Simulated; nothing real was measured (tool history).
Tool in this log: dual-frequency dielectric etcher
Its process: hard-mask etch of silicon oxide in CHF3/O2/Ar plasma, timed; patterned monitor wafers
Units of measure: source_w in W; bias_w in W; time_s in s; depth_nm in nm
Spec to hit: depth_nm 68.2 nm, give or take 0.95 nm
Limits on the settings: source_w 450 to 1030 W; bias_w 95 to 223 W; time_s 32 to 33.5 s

| run | hour | source_w | bias_w | time_s | depth_nm |
|---|---|---|---|---|---|
| 1 | 0 | 740 | 159 | 32 | 74.947 |
| 2 | 2.1 | 680 | 159 | 32 | 72.508 |
| 3 | 5.9 | 660 | 158 | 32 | 71.577 |
| 4 | 9.7 | 640 | 158 | 32 | 70.761 |
| 5 | 11.6 | 640 | 148 | 32 | 69.27 |
| 6 | 16.1 | 640 | 163 | 32 | 71.749 |
| 7 | 22.6 | 620 | 163 | 32 | 70.987 |
| 8 | 24.5 | 610 | 163 | 32 | 70.907 |
| 9 | 26.7 | 530 | 161 | 32 | 67.18 |

Exactly one of the 4 candidate moves below puts every result within its allowed miss. Which one?
| A | 28.9 | 480 | 159 | 32.5 | ? |
| B | 28.9 | 500 | 162 | 33 | ? |
| C | 28.9 | 630 | 124 | 33 | ? |
| D | 28.9 | 450 | 178 | 32 | ? |

| move | depth_nm |
|---|---|
| A | 65.551 |
| B | 67.974 |
| C | 66.053 |
| D | 66.177 |
A: further off than the last run
B: all results land within tolerance of their targets
C: further off than the last run
D: further off than the last run
The right move is B.
